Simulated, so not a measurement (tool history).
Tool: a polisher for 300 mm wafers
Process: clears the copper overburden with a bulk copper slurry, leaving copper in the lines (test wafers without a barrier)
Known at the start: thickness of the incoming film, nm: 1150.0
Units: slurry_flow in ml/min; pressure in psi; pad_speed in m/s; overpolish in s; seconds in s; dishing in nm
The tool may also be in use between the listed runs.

run	hour	slurry_flow	pressure	pad_speed	slurry_solids	overpolish	seconds	dishing
1	0	260	2.7	1.04	1	19	139.36	75.233
2	2.4	260	2.7	1.04	1	20	139.27	77.308
3	9.8	260	2.7	1.04	0.8	20	149.44	74.95
4	17.6	305	2.7	1.04	0.8	20	144.69	74.443
5	23.9	305	2.7	1.04	0.8	21	143.81	77.738
6	30.9	305	2.7	1.04	0.7	21	150.1	77.922

Forecast run 7:
7	38.2	310	2.7	1.04	0.7	21	?	?

{"run 7": {"seconds": 150.57, "dishing": 77.072}}
